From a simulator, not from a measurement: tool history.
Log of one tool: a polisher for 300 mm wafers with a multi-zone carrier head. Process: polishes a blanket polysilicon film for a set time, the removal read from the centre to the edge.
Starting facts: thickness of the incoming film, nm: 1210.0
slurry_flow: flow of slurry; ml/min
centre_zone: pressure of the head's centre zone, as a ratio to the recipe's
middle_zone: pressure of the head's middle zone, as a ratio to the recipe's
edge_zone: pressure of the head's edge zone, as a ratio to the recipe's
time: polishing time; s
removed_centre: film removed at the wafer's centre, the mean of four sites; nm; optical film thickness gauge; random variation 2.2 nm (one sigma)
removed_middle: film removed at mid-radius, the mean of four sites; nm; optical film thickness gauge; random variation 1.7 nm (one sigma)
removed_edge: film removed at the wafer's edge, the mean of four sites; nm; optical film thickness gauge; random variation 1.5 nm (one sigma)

run 1 hour=0.0 | slurry_flow=230 centre_zone=1.00 middle_zone=1.00 edge_zone=1.00 time=32 | removed_centre=194.00 removed_middle=194.19 removed_edge=199.34
run 2 hour=5.0 | slurry_flow=230 centre_zone=1.00 middle_zone=0.94 edge_zone=1.00 time=32 | removed_centre=199.39 removed_middle=187.96 removed_edge=198.99
run 3 hour=5.6 | slurry_flow=230 centre_zone=1.00 middle_zone=0.94 edge_zone=1.08 time=32 | removed_centre=199.14 removed_middle=187.44 removed_edge=206.80
run 4 hour=6.9 | slurry_flow=230 centre_zone=1.01 middle_zone=0.95 edge_zone=1.05 time=30 | removed_centre=188.49 removed_middle=177.70 removed_edge=194.32
run 5 hour=9.9 | slurry_flow=230 centre_zone=1.02 middle_zone=0.96 edge_zone=1.01 time=29 | removed_centre=179.14 removed_middle=171.91 removed_edge=185.15
run 6 hour=17.0 | slurry_flow=235 centre_zone=1.05 middle_zone=0.97 edge_zone=0.98 time=28 | removed_centre=184.79 removed_middle=168.90 removed_edge=174.27

Forecast run 7:
run 7 hour=20.5 | slurry_flow=225 centre_zone=1.00 middle_zone=0.96 edge_zone=0.88 time=22 | removed_centre=? removed_middle=? removed_edge=?

Run 7 gave removed_centre 136.31 nm, removed_middle 128.79 nm, removed_edge 129.45 nm.
